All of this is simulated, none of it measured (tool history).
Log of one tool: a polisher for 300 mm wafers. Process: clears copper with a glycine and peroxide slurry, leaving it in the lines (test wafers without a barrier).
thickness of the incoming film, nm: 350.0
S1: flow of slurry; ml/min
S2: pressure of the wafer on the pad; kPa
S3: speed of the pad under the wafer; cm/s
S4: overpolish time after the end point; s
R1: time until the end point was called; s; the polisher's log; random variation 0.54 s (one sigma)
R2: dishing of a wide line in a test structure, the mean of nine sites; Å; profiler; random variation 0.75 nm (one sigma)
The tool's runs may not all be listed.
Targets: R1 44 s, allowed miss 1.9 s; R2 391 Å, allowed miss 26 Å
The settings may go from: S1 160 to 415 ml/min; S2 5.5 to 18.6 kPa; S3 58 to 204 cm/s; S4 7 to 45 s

run,hour,S1,S2,S3,S4,R1,R2
1,0,265,11.7,130,23,64.765,701.9
2,5.1,265,11.7,130,29,65.232,791.34
3,14.1,265,9,130,29,78.127,730.47
4,16.7,240,11,126,24,70.376,665.25
5,21.7,220,13.1,122,20,65.642,636.5
6,26.9,205,13.1,138,17,59.724,595.95
7,35.7,160,10.3,174,7,60.766,293.46
8,40.5,200,13.8,200,8,44.124,425.23
9,47.3,195,13.8,200,8,42.95,428.85

Which of these 5 next moves meets every target?
A,54.1,185,14.5,196,10,?,?
B,54.1,160,16.5,180,9,?,?
C,54.1,195,13.1,192,10,?,?
D,54.1,160,14.5,202,7,?,?
E,54.1,185,13.1,186,8,?,?

move,R1,R2
A,43.558,524.24
B,43.254,491.49
C,47.172,489.89
D,43.428,396.09
E,48.711,400.49
A: further off than the last run
B: further off than the last run
C: further off than the last run
D: meets every target
E: brings the result that was furthest off to its target, and leaves another outside
Answer: D
